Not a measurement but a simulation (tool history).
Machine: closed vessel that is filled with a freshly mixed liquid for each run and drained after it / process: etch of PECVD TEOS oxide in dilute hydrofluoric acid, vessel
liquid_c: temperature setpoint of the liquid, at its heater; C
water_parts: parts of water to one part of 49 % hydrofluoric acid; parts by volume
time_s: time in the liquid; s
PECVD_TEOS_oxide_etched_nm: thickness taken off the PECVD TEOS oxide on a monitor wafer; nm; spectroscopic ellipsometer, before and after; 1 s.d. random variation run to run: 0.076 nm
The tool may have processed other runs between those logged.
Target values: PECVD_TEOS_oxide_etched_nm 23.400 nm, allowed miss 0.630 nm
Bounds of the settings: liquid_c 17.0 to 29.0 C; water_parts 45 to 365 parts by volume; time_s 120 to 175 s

run 1 hour=0.0 | liquid_c=21.0 water_parts=205 time_s=175 | PECVD_TEOS_oxide_etched_nm=12.958
run 2 hour=6.0 | liquid_c=22.5 water_parts=195 time_s=175 | PECVD_TEOS_oxide_etched_nm=14.577
run 3 hour=13.6 | liquid_c=22.5 water_parts=195 time_s=120 | PECVD_TEOS_oxide_etched_nm=10.021
run 4 hour=16.9 | liquid_c=22.5 water_parts=170 time_s=120 | PECVD_TEOS_oxide_etched_nm=11.822
run 5 hour=23.9 | liquid_c=22.5 water_parts=170 time_s=175 | PECVD_TEOS_oxide_etched_nm=17.112
run 6 hour=33.2 | liquid_c=19.0 water_parts=170 time_s=175 | PECVD_TEOS_oxide_etched_nm=14.971
run 7 hour=37.2 | liquid_c=19.0 water_parts=170 time_s=175 | PECVD_TEOS_oxide_etched_nm=15.017
run 8 hour=41.8 | liquid_c=20.0 water_parts=155 time_s=175 | PECVD_TEOS_oxide_etched_nm=17.303
run 9 hour=44.2 | liquid_c=21.0 water_parts=145 time_s=175 | PECVD_TEOS_oxide_etched_nm=19.508

5 candidate next runs follow, results not yet known. Just one meets every target within its allowed miss. Identify it.
run A hour=46.6 | liquid_c=18.0 water_parts=100 time_s=165 | PECVD_TEOS_oxide_etched_nm=?
run B hour=46.6 | liquid_c=24.0 water_parts=115 time_s=155 | PECVD_TEOS_oxide_etched_nm=?
run C hour=46.6 | liquid_c=21.0 water_parts=115 time_s=170 | PECVD_TEOS_oxide_etched_nm=?
run D hour=46.6 | liquid_c=17.0 water_parts=95 time_s=155 | PECVD_TEOS_oxide_etched_nm=?
run E hour=46.6 | liquid_c=21.5 water_parts=85 time_s=120 | PECVD_TEOS_oxide_etched_nm=?

move=A PECVD_TEOS_oxide_etched_nm=24.914
move=B PECVD_TEOS_oxide_etched_nm=25.513
move=C PECVD_TEOS_oxide_etched_nm=24.837
move=D PECVD_TEOS_oxide_etched_nm=23.746
move=E PECVD_TEOS_oxide_etched_nm=25.057
A: moves the result that the last run missed by most past its target, out the other side
B: moves the result that the last run missed by most past its target, out the other side
C: moves the result that the last run missed by most past its target, out the other side
D: every result within its allowed miss
E: moves the result that the last run missed by most past its target, out the other side
The move that meets every target is D.

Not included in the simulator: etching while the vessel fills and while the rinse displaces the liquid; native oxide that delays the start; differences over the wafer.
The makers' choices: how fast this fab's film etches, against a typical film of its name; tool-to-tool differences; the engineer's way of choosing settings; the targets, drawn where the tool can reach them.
